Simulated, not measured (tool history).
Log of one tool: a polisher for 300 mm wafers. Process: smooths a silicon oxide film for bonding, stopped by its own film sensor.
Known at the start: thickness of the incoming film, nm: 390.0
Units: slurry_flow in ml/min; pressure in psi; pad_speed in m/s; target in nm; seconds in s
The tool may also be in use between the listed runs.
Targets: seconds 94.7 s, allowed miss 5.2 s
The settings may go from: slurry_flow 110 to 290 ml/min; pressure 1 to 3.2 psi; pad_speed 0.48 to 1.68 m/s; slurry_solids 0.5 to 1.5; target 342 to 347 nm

Run 1, hour 0: slurry_flow 185 ml/min, pressure 2.1 psi, pad_speed 1.08 m/s, slurry_solids 1, target 342 nm. Result: seconds 56.478 s.
Run 2, hour 2.2: slurry_flow 185 ml/min, pressure 1.9 psi, pad_speed 1.06 m/s, slurry_solids 1, target 342 nm. Result: seconds 61.924 s.
Run 3, hour 5.9: slurry_flow 185 ml/min, pressure 1.8 psi, pad_speed 1.04 m/s, slurry_solids 1, target 342 nm. Result: seconds 67.895 s.
Run 4, hour 7.2: slurry_flow 185 ml/min, pressure 1.8 psi, pad_speed 1.04 m/s, slurry_solids 0.9, target 342 nm. Result: seconds 69.478 s.
Run 5, hour 13.3: slurry_flow 185 ml/min, pressure 1.8 psi, pad_speed 1.22 m/s, slurry_solids 0.9, target 342 nm. Result: seconds 62.165 s.
Run 6, hour 14.5: slurry_flow 185 ml/min, pressure 1.7 psi, pad_speed 1.2 m/s, slurry_solids 0.9, target 342 nm. Result: seconds 66.845 s.
Run 7, hour 19.1: slurry_flow 185 ml/min, pressure 1.6 psi, pad_speed 1.2 m/s, slurry_solids 0.9, target 342 nm. Result: seconds 69.032 s.
Run 8, hour 25.4: slurry_flow 185 ml/min, pressure 1.5 psi, pad_speed 1.18 m/s, slurry_solids 0.9, target 342 nm. Result: seconds 77.535 s.
Run 9, hour 26.2: slurry_flow 185 ml/min, pressure 1.1 psi, pad_speed 1.16 m/s, slurry_solids 0.9, target 342 nm. Result: seconds 101.62 s.

Which of these 5 next moves meets every target?
Run A, hour 27: slurry_flow 190 ml/min, pressure 1.1 psi, pad_speed 1.18 m/s, slurry_solids 0.8, target 342 nm. Result: seconds ?.
Run B, hour 27: slurry_flow 200 ml/min, pressure 1.1 psi, pad_speed 1.1 m/s, slurry_solids 0.8, target 342 nm. Result: seconds ?.
Run C, hour 27: slurry_flow 155 ml/min, pressure 1.1 psi, pad_speed 1.04 m/s, slurry_solids 0.9, target 347 nm. Result: seconds ?.
Run D, hour 27: slurry_flow 180 ml/min, pressure 1.3 psi, pad_speed 0.94 m/s, slurry_solids 0.95, target 345 nm. Result: seconds ?.
Run E, hour 27: slurry_flow 190 ml/min, pressure 1 psi, pad_speed 1.3 m/s, slurry_solids 0.8, target 345 nm. Result: seconds ?.

move  seconds
   A    107.3
   B   112.75
   C   102.49
   D   94.315
   E   101.84
A: further off than the last run
B: further off than the last run
C: further off than the last run
D: meets every target
E: as far off as the last run
Move D is the one to make.
